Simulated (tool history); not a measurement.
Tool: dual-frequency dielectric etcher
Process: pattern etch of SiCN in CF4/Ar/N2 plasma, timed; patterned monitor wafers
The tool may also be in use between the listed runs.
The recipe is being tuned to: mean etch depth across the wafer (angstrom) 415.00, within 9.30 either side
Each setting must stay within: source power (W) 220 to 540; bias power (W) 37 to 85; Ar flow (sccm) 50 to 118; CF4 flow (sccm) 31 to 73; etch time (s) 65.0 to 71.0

run  hour  source power (W)  bias power (W)  Ar flow (sccm)  CF4 flow (sccm)  etch time (s)  mean etch depth across the wafer (angstrom)
  1   0.0               380              61              84               52           71.0                                       492.47
  2   1.7               360              61              84               52           71.0                                       465.09
  3  10.5               360              61              74               52           71.0                                       479.85
  4  19.1               420              61              74               52           71.0                                       558.25
  5  24.9               420              61              74               52           65.0                                       508.62
  6  33.3               390              61              74               52           65.0                                       470.41
  7  35.1               330              60              74               52           65.0                                       387.74
  8  39.3               340              60              74               52           65.0                                       405.21

5 next moves are on the table. One of them brings every result within its allowed miss. Which?
  A  43.5               320              57              90               54           70.0                                            ?
  B  43.5               320              62              69               49           67.0                                            ?
  C  43.5               300              66              91               60           70.5                                            ?
  D  43.5               330              62              81               47           70.0                                            ?
  E  43.5               310              59              71               57           71.0                                            ?

move  mean etch depth across the wafer (angstrom)
   A                                       391.68
   B                                       393.73
   C                                       394.92
   D                                       416.46
   E                                       401.37
A: its largest miss is bigger than the last run's
B: its largest miss is bigger than the last run's
C: its largest miss is bigger than the last run's
D: in spec on every target
E: its largest miss is bigger than the last run's
Go with D: it meets all targets.
